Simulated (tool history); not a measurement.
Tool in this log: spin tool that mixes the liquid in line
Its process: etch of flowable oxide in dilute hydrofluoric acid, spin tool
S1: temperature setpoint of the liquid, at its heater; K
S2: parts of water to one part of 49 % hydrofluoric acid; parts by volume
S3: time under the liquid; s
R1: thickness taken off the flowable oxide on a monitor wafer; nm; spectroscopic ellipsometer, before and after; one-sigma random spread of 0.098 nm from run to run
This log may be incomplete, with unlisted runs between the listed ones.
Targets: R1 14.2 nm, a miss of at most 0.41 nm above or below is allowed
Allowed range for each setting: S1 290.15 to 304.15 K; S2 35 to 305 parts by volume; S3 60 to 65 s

run  hour      S1   S2  S3      R1
  1     0  296.15  170  60  16.134
  2   7.8  296.15  145  60   19.54
  3  12.7  294.65  150  60  17.631
  4  18.3  298.15  150  60  19.982
  5  26.8  298.15  105  60   30.32
  6  30.9  298.15   55  60  61.462
  7  37.5  296.15   90  60  33.023
  8  43.7  292.15  120  60  20.491
  9  45.3  291.65  130  60  18.603
 10  46.8  290.15  165  60  13.139
 11  51.7  290.65  165  60   13.26
 12  54.4  291.15  165  60  13.489

Pick the move, out of 4, that brings all results within their allowed miss; only one does.
  A  57.1  293.15  185  60   ?
  B  57.1  294.65  190  60   ?
  C  57.1  291.65  175  65   ?
  D  57.1  293.15  195  65   ?

move      R1
   A  12.935
   B  13.277
   C  14.102
   D  13.163
A: moves away from the targets compared with the last run
B: moves away from the targets compared with the last run
C: every result within its allowed miss
D: moves away from the targets compared with the last run
Move C is the one to make.
